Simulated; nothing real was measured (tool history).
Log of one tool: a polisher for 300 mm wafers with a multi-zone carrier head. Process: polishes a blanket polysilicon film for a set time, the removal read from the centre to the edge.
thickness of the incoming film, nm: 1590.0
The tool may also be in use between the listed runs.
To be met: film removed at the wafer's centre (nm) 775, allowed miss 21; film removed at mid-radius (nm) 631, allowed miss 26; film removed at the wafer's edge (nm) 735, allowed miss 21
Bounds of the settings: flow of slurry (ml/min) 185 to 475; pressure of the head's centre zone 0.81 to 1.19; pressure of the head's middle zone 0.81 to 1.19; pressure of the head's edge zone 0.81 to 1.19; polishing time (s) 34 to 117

run  hour  flow of slurry (ml/min)  pressure of the head's centre zone  pressure of the head's middle zone  pressure of the head's edge zone  polishing time (s)  film removed at the wafer's centre (nm)  film removed at mid-radius (nm)  film removed at the wafer's edge (nm)
  1     0                      305                                   1                                   1                                 1                  75                                   507.39                           503.84                                 514.78
  2   0.7                      305                                1.05                                   1                                 1                  75                                   529.44                           507.25                                 521.11
  3   4.6                      350                                1.05                                   1                                 1                  75                                   536.78                           515.83                                 514.39
  4   6.8                      290                                1.05                                   1                                 1                  75                                   525.87                           513.28                                 509.88
  5  12.2                      290                                1.05                                   1                              0.96                  75                                   524.82                           507.28                                 500.31
  6    17                      290                                1.05                                1.08                              0.96                  75                                   533.87                            536.3                                 498.53
  7  19.4                      295                                1.08                                1.04                                 1                  79                                   573.43                           549.01                                 539.78
  8    28                      300                                 1.1                                1.02                              1.03                  82                                   610.15                           556.16                                 572.25
  9    32                      300                                1.11                                1.02                              1.06                  85                                   639.08                           583.88                                 609.73
 10  35.6                      355                                1.19                                0.95                              1.16                  94                                   761.31                           631.11                                 707.53
 11  43.5                      355                                1.19                                0.94                              1.17                  94                                   766.06                           621.96                                  711.5

4 next moves are on the table. One of them brings every result within its allowed miss. Which?
  A  51.4                      370                                1.17                                0.92                              1.18                  96                                        ?                                ?                                      ?
  B  51.4                      270                                1.16                                0.83                              1.19                 103                                        ?                                ?                                      ?
  C  51.4                      345                                1.16                                   1                              1.04                  94                                        ?                                ?                                      ?
  D  51.4                      405                                1.18                                0.91                              1.08                  96                                        ?                                ?                                      ?

move  film removed at the wafer's centre (nm)  film removed at mid-radius (nm)  film removed at the wafer's edge (nm)
   A                                   759.17                           614.52                                 732.02
   B                                   779.34                           593.11                                  770.6
   C                                   732.62                           636.03                                 668.45
   D                                    771.5                           614.15                                 703.56
A: meets every target
B: takes the result that was furthest off past its target
C: further off than the last run
D: further off than the last run
The right move is A.

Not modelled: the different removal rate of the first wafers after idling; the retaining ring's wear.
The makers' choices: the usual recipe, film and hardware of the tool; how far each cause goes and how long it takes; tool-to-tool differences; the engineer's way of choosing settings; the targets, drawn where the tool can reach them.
